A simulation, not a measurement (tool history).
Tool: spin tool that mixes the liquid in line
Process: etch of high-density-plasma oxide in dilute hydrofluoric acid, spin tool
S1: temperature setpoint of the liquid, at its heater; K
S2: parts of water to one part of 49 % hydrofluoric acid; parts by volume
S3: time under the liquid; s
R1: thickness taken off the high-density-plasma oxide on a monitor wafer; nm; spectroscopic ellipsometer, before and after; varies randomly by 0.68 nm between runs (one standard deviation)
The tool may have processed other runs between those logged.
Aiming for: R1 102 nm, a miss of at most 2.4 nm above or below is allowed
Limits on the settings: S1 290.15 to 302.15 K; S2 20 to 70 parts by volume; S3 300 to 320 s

{"run": 1, "day": 0.0, "S1": 294.15, "S2": 40, "S3": 300, "R1": 58.882}
{"run": 2, "day": 0.267, "S1": 294.15, "S2": 40, "S3": 300, "R1": 59.833}
{"run": 3, "day": 0.317, "S1": 296.15, "S2": 40, "S3": 300, "R1": 64.101}
{"run": 4, "day": 0.692, "S1": 294.15, "S2": 40, "S3": 300, "R1": 59.51}
{"run": 5, "day": 0.971, "S1": 294.15, "S2": 40, "S3": 300, "R1": 59.064}
{"run": 6, "day": 1.0, "S1": 292.65, "S2": 40, "S3": 300, "R1": 56.277}
{"run": 7, "day": 1.338, "S1": 296.65, "S2": 30, "S3": 300, "R1": 89.611}
{"run": 8, "day": 1.638, "S1": 297.65, "S2": 30, "S3": 300, "R1": 93.201}

Which of these 5 next moves meets every target?
{"run": "A", "day": 1.938, "S1": 299.65, "S2": 30, "S3": 320, "R1": "?"}
{"run": "B", "day": 1.938, "S1": 301.15, "S2": 30, "S3": 300, "R1": "?"}
{"run": "C", "day": 1.938, "S1": 297.15, "S2": 30, "S3": 320, "R1": "?"}
{"run": "D", "day": 1.938, "S1": 295.65, "S2": 25, "S3": 320, "R1": "?"}
{"run": "E", "day": 1.938, "S1": 299.65, "S2": 30, "S3": 300, "R1": "?"}

move=A R1=107.81
move=B R1=107.46
move=C R1=97.193
move=D R1=110.21
move=E R1=101.07
A: moves the result that the last run missed by most past its target, out the other side
B: moves the result that the last run missed by most past its target, out the other side
C: nearer the targets than the last run, but a result is still out of spec
D: moves the result that the last run missed by most past its target, out the other side
E: meets every target
Go with E: it meets all targets.
